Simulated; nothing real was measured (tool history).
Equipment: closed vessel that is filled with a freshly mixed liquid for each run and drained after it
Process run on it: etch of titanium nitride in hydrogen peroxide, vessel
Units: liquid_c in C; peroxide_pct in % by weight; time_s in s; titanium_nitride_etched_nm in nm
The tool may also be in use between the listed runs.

{"run": 1, "hour": 0.0, "liquid_c": 52.0, "peroxide_pct": 24, "time_s": 105, "titanium_nitride_etched_nm": 7.287}
{"run": 2, "hour": 9.3, "liquid_c": 46.5, "peroxide_pct": 24, "time_s": 105, "titanium_nitride_etched_nm": 4.9155}
{"run": 3, "hour": 12.5, "liquid_c": 47.0, "peroxide_pct": 24, "time_s": 105, "titanium_nitride_etched_nm": 5.0701}
{"run": 4, "hour": 17.8, "liquid_c": 47.0, "peroxide_pct": 20, "time_s": 105, "titanium_nitride_etched_nm": 4.9005}
{"run": 5, "hour": 24.8, "liquid_c": 53.5, "peroxide_pct": 20, "time_s": 105, "titanium_nitride_etched_nm": 7.7938}
{"run": 6, "hour": 31.7, "liquid_c": 53.5, "peroxide_pct": 20, "time_s": 105, "titanium_nitride_etched_nm": 7.8255}
{"run": 7, "hour": 41.0, "liquid_c": 52.0, "peroxide_pct": 20, "time_s": 105, "titanium_nitride_etched_nm": 7.0933}
{"run": 8, "hour": 44.7, "liquid_c": 51.0, "peroxide_pct": 20, "time_s": 105, "titanium_nitride_etched_nm": 6.5823}
{"run": 9, "hour": 48.4, "liquid_c": 50.5, "peroxide_pct": 20, "time_s": 105, "titanium_nitride_etched_nm": 6.2667}
{"run": 10, "hour": 57.0, "liquid_c": 50.0, "peroxide_pct": 20, "time_s": 105, "titanium_nitride_etched_nm": 6.0507}
{"run": 11, "hour": 65.9, "liquid_c": 49.5, "peroxide_pct": 20, "time_s": 105, "titanium_nitride_etched_nm": 5.8743}

For run 12, what comes out?
{"run": 12, "hour": 75.1, "liquid_c": 49.0, "peroxide_pct": 20, "time_s": 105, "titanium_nitride_etched_nm": "?"}

Run 12 produced titanium_nitride_etched_nm 5.6530 nm.
